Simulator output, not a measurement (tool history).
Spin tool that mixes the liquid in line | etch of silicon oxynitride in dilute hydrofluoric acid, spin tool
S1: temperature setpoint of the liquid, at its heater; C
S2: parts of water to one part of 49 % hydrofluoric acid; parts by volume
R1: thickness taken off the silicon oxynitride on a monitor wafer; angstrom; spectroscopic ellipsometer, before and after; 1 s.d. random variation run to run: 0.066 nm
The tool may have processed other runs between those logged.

Run 1, day 0.000: S1 22.0 C, S2 170 parts by volume, time under the liquid (s) 325. Result: R1 63.971 angstrom.
Run 2, day 0.029: S1 18.5 C, S2 170 parts by volume, time under the liquid (s) 325. Result: R1 54.080 angstrom.
Run 3, day 0.304: S1 18.5 C, S2 200 parts by volume, time under the liquid (s) 325. Result: R1 45.062 angstrom.
Run 4, day 0.433: S1 18.5 C, S2 200 parts by volume, time under the liquid (s) 325. Result: R1 44.525 angstrom.
At day 0.696: hydrofluoric acid flow meter replaced.
Run 5, day 0.696: S1 18.5 C, S2 140 parts by volume, time under the liquid (s) 325. Result: R1 60.352 angstrom.
Run 6, day 0.971: S1 18.5 C, S2 165 parts by volume, time under the liquid (s) 325. Result: R1 49.993 angstrom.
Run 7, day 1.138: S1 20.5 C, S2 165 parts by volume, time under the liquid (s) 325. Result: R1 56.246 angstrom.
Run 8, day 1.233: S1 23.5 C, S2 160 parts by volume, time under the liquid (s) 325. Result: R1 65.460 angstrom.
Run 9, day 1.350: S1 25.5 C, S2 160 parts by volume, time under the liquid (s) 325. Result: R1 71.751 angstrom.
Run 10, day 1.625: S1 26.5 C, S2 160 parts by volume, time under the liquid (s) 325. Result: R1 74.808 angstrom.

Run 11 is up next; what results do you expect?
Run 11, day 1.775: S1 27.5 C, S2 160 parts by volume, time under the liquid (s) 325. Result: R1 ?.

{"run 11": {"R1": 79.42}}
